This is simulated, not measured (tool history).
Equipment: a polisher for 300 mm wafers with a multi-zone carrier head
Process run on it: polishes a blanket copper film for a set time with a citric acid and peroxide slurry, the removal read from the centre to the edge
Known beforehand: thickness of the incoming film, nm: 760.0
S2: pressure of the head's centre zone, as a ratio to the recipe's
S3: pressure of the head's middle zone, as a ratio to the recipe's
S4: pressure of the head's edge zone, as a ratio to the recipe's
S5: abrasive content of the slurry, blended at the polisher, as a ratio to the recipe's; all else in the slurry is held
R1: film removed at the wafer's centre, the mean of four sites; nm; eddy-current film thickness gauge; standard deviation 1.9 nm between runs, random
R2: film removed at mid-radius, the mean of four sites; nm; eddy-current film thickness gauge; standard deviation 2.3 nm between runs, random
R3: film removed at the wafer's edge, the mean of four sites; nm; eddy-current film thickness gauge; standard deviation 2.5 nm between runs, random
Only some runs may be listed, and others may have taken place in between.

{"run": 1, "day": 0.0, "flow of slurry (ml/min)": 275, "S2": 1.0, "S3": 1.0, "S4": 1.0, "S5": 1.0, "polishing time (s)": 52, "R1": 138.8, "R2": 136.82, "R3": 140.96}
{"run": 2, "day": 0.3, "flow of slurry (ml/min)": 250, "S2": 1.0, "S3": 1.0, "S4": 1.0, "S5": 1.0, "polishing time (s)": 52, "R1": 136.09, "R2": 134.49, "R3": 138.9}
{"run": 3, "day": 0.383, "flow of slurry (ml/min)": 250, "S2": 1.06, "S3": 1.0, "S4": 1.0, "S5": 1.0, "polishing time (s)": 52, "R1": 147.11, "R2": 136.06, "R3": 138.31}
{"run": 4, "day": 0.683, "flow of slurry (ml/min)": 315, "S2": 1.06, "S3": 1.0, "S4": 1.0, "S5": 1.0, "polishing time (s)": 52, "R1": 145.9, "R2": 140.97, "R3": 143.95}
{"run": 5, "day": 0.867, "flow of slurry (ml/min)": 315, "S2": 1.07, "S3": 0.99, "S4": 1.01, "S5": 1.05, "polishing time (s)": 54, "R1": 156.77, "R2": 147.56, "R3": 149.08}
{"run": 6, "day": 1.083, "flow of slurry (ml/min)": 320, "S2": 1.07, "S3": 0.97, "S4": 1.03, "S5": 1.1, "polishing time (s)": 56, "R1": 162.35, "R2": 148.65, "R3": 156.63}

Forecast run 7:
{"day": 1.392, "done": "slurry nozzle cleaned"}
{"run": 7, "day": 1.392, "flow of slurry (ml/min)": 320, "S2": 1.08, "S3": 0.96, "S4": 1.04, "S5": 1.15, "polishing time (s)": 58, "R1": "?", "R2": "?", "R3": "?"}

R1: 178.19 nm
R2: 157.44 nm
R3: 167.51 nm
